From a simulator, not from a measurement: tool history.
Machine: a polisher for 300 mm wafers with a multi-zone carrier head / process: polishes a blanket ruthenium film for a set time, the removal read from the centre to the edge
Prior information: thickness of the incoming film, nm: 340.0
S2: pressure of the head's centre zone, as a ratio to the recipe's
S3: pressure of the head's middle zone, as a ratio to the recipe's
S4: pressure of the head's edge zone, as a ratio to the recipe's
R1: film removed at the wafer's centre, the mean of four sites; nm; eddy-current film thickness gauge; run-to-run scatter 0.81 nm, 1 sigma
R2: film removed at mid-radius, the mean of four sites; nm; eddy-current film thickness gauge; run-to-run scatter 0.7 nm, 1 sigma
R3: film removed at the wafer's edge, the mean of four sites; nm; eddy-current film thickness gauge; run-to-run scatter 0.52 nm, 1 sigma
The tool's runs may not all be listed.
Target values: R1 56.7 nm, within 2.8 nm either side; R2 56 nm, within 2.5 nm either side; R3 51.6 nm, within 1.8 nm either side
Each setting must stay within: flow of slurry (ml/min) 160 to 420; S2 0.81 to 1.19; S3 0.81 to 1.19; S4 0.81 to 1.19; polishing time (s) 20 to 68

Run 1, day 0: flow of slurry (ml/min) 270, S2 1, S3 1, S4 1, polishing time (s) 44. Result: R1 46.256 nm, R2 45.774 nm, R3 45.287 nm.
Run 2, day 0.262: flow of slurry (ml/min) 330, S2 1, S3 1, S4 1, polishing time (s) 44. Result: R1 47.232 nm, R2 45.768 nm, R3 45.764 nm.
Run 3, day 0.354: flow of slurry (ml/min) 330, S2 1, S3 1.07, S4 1, polishing time (s) 44. Result: R1 47.152 nm, R2 48.694 nm, R3 46.184 nm.
Run 4, day 0.404: flow of slurry (ml/min) 330, S2 1.03, S3 1.09, S4 1.01, polishing time (s) 45. Result: R1 49.186 nm, R2 51.138 nm, R3 46.986 nm.
Run 5, day 0.512: flow of slurry (ml/min) 300, S2 1.03, S3 1.09, S4 1.01, polishing time (s) 45. Result: R1 48.382 nm, R2 50.715 nm, R3 47.947 nm.
Run 6, day 0.7: flow of slurry (ml/min) 300, S2 1.03, S3 1.09, S4 1.01, polishing time (s) 38. Result: R1 41.699 nm, R2 41.658 nm, R3 39.716 nm.
Run 7, day 0.796: flow of slurry (ml/min) 300, S2 1.03, S3 1.09, S4 1.01, polishing time (s) 38. Result: R1 41.354 nm, R2 42.114 nm, R3 39.362 nm.
Run 8, day 1.142: flow of slurry (ml/min) 305, S2 1.06, S3 1.1, S4 1.02, polishing time (s) 41. Result: R1 45.399 nm, R2 46.622 nm, R3 42.368 nm.
Run 9, day 1.383: flow of slurry (ml/min) 320, S2 1.16, S3 1.09, S4 1.12, polishing time (s) 49. Result: R1 60.623 nm, R2 54.119 nm, R3 54.159 nm.
Run 10, day 1.583: flow of slurry (ml/min) 320, S2 1.16, S3 1.09, S4 1.12, polishing time (s) 49. Result: R1 61.452 nm, R2 54.518 nm, R3 54.342 nm.
Run 11, day 1.746: flow of slurry (ml/min) 320, S2 1.15, S3 1.1, S4 1.1, polishing time (s) 49. Result: R1 60.199 nm, R2 55.574 nm, R3 53.808 nm.

4 candidate next runs follow, results not yet known. Just one meets every target within its allowed miss. Identify it.
Run A, day 1.908: flow of slurry (ml/min) 400, S2 0.99, S3 0.99, S4 0.95, polishing time (s) 53. Result: R1 ?, R2 ?, R3 ?.
Run B, day 1.908: flow of slurry (ml/min) 295, S2 1.14, S3 1.11, S4 1.15, polishing time (s) 51. Result: R1 ?, R2 ?, R3 ?.
Run C, day 1.908: flow of slurry (ml/min) 305, S2 1.12, S3 1.15, S4 1.06, polishing time (s) 48. Result: R1 ?, R2 ?, R3 ?.
Run D, day 1.908: flow of slurry (ml/min) 260, S2 1.12, S3 1.13, S4 1.17, polishing time (s) 50. Result: R1 ?, R2 ?, R3 ?.

move      R1      R2      R3
   A  57.941  56.236  55.138
   B  61.439  57.757  56.993
   C  57.144  56.188  51.581
   D  58.336  56.642  55.742
A: the worst result of the last run now meets its target, but another is out of spec
B: moves away from the targets compared with the last run
C: all results land within tolerance of their targets
D: the worst result of the last run now meets its target, but another is out of spec
Answer: C
